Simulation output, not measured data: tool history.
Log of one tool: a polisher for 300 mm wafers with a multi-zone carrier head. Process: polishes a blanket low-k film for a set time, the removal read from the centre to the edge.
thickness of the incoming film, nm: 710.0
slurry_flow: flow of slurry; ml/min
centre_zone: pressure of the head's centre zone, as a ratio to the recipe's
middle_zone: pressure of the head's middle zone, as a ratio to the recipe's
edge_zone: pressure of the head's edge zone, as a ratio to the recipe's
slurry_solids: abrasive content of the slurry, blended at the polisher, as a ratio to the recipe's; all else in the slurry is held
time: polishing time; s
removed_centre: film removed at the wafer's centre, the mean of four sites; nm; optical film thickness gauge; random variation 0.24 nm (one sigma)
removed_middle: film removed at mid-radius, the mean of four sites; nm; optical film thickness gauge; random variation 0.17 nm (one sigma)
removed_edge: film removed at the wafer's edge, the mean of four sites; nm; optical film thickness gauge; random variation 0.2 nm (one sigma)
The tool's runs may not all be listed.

run,day,slurry_flow,centre_zone,middle_zone,edge_zone,slurry_solids,time,removed_centre,removed_middle,removed_edge
1,0,150,1,1,1,1,32,14.452,14.033,14.58
2,0.283,160,0.99,1.03,1.03,1.1,32,15.055,15.201,15.459
3,0.308,160,0.99,1.03,0.99,1.1,32,15.177,15.425,15.289
4,0.375,165,0.98,1.05,1.02,1.2,32,15.898,15.912,16.181
5,0.629,170,0.96,1.08,1.04,1.25,32,15.763,16.496,16.313
6,0.708,170,0.96,1.14,1.04,1.25,32,15.847,17.199,16.102
7,0.888,175,0.95,1.14,1.06,1.3,32,15.521,17.642,17.039
8,1.083,180,0.96,1.15,1.07,1.35,32,16.364,18.171,17.348

Run 9 comes next. What will it give?
9,1.125,185,0.96,1.16,1.09,1.4,32,?,?,?

removed_centre: 16.811 nm
removed_middle: 18.644 nm
removed_edge: 17.925 nm
